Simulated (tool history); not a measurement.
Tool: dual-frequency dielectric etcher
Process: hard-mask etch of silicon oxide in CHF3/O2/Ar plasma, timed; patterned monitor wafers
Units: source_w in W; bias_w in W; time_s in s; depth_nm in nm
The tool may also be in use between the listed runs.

{"run": 1, "hour": 0.0, "source_w": 740, "bias_w": 160, "time_s": 19.5, "depth_nm": 44.701}
{"run": 2, "hour": 2.1, "source_w": 740, "bias_w": 160, "time_s": 20.5, "depth_nm": 47.027}
{"run": 3, "hour": 7.6, "source_w": 740, "bias_w": 160, "time_s": 20.5, "depth_nm": 46.853}
{"run": 4, "hour": 13.3, "source_w": 680, "bias_w": 153, "time_s": 20.5, "depth_nm": 45.008}
{"run": 5, "hour": 19.8, "source_w": 560, "bias_w": 153, "time_s": 20.5, "depth_nm": 41.964}
{"run": 6, "hour": 23.2, "source_w": 540, "bias_w": 149, "time_s": 20.5, "depth_nm": 40.965}

Run 7 comes next. What will it give?
{"run": 7, "hour": 25.9, "source_w": 520, "bias_w": 147, "time_s": 20.5, "depth_nm": "?"}

{"run 7": {"depth_nm": 40.354}}
